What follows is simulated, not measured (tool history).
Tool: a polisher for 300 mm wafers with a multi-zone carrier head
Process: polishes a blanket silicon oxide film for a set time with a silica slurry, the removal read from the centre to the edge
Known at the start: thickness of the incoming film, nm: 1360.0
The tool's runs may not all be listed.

run	hour	flow of slurry (ml/min)	pressure of the head's centre zone	pressure of the head's middle zone	pressure of the head's edge zone	abrasive content of the slurry	polishing time (s)	film removed at the wafer's centre (Å)	film removed at mid-radius (Å)	film removed at the wafer's edge (Å)
1	0.0	280	1.00	1.00	1.00	1.00	58	2490.9	2464.6	2488.0
2	3.0	270	1.01	0.96	0.97	0.95	58	2441.0	2346.5	2397.4
3	8.7	265	1.03	0.93	0.96	0.90	58	2476.2	2233.8	2355.0
4	15.5	265	1.03	0.93	0.91	0.90	58	2484.0	2227.1	2287.1
5	20.3	265	1.03	0.93	0.91	0.80	58	2362.0	2131.8	2166.7
6	27.4	260	1.03	0.90	0.90	0.80	58	2359.6	2123.2	2172.4
7	29.8	260	1.03	0.90	0.90	0.80	58	2400.6	2127.9	2189.1
8	31.8	255	1.04	0.88	0.91	0.75	58	2320.9	2000.1	2138.4
9	32.4	250	1.05	0.87	0.91	0.75	58	2302.6	1990.7	2138.1
10	34.2	250	1.06	0.86	0.91	0.75	58	2360.0	1979.7	2127.5

What does the tool deliver on the next run?
11	36.3	245	1.07	0.85	0.91	0.75	58	?	?	?

Run 11 measured film removed at the wafer's centre (Å) 2362.0, film removed at mid-radius (Å) 1951.9, film removed at the wafer's edge (Å) 2152.2.

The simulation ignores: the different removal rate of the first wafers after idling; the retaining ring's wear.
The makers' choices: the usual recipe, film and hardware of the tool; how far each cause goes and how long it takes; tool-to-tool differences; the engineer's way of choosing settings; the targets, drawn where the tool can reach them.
